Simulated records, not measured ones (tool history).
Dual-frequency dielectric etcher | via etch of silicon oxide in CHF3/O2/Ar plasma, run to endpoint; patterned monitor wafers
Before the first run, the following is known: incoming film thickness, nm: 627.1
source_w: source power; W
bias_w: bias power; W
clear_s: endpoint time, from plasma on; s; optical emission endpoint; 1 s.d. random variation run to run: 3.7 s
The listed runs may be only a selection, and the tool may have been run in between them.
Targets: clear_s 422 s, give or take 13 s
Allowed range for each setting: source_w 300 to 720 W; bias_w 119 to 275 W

run 1 hour=0 | source_w=510 bias_w=197 | clear_s=326.74
run 2 hour=8.7 | source_w=550 bias_w=197 | clear_s=319.5
run 3 hour=13.3 | source_w=520 bias_w=185 | clear_s=334.7
run 4 hour=20.3 | source_w=490 bias_w=177 | clear_s=352.46
run 5 hour=28.1 | source_w=430 bias_w=177 | clear_s=371.37
run 6 hour=29.3 | source_w=410 bias_w=175 | clear_s=377.05
run 7 hour=30.2 | source_w=310 bias_w=142 | clear_s=476.23
run 8 hour=37.8 | source_w=320 bias_w=143 | clear_s=482.88
run 9 hour=38.7 | source_w=340 bias_w=144 | clear_s=466.46
run 10 hour=39.6 | source_w=350 bias_w=145 | clear_s=447.38
run 11 hour=45.5 | source_w=360 bias_w=145 | clear_s=452.29
run 12 hour=51.4 | source_w=370 bias_w=146 | clear_s=440.95

Which of these 4 next moves meets every target?
run A hour=57.3 | source_w=380 bias_w=135 | clear_s=?
run B hour=57.3 | source_w=420 bias_w=125 | clear_s=?
run C hour=57.3 | source_w=330 bias_w=151 | clear_s=?
run D hour=57.3 | source_w=390 bias_w=152 | clear_s=?

move=A clear_s=463.9
move=B clear_s=469.89
move=C clear_s=455.84
move=D clear_s=425.24
A: the biggest miss grows against the last run
B: the biggest miss grows against the last run
C: the biggest miss grows against the last run
D: all results in spec
Move D is the one to make.
